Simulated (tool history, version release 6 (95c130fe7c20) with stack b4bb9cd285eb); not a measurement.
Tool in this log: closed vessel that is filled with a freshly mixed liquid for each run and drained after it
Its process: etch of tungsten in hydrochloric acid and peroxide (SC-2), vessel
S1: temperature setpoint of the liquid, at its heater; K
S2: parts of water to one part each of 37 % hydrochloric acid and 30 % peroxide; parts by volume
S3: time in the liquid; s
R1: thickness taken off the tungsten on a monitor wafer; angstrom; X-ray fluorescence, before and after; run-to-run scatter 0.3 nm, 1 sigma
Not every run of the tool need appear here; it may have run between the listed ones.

run	day	S1	S2	S3	R1
1	0.000	331.15	7.0	85	319.03
2	0.042	333.15	7.0	85	362.29
3	0.233	333.15	9.5	85	287.71
4	0.479	333.15	9.5	95	316.83
5	0.567	333.15	7.5	95	380.75
6	0.800	334.65	7.5	95	422.18
7	0.838	335.65	7.5	95	443.28
8	1.008	336.65	7.5	95	478.64
9	1.371	337.15	7.5	95	494.15

Expected results for the next run?
10	1.517	337.65	7.5	95	?

R1: 507.90 angstrom

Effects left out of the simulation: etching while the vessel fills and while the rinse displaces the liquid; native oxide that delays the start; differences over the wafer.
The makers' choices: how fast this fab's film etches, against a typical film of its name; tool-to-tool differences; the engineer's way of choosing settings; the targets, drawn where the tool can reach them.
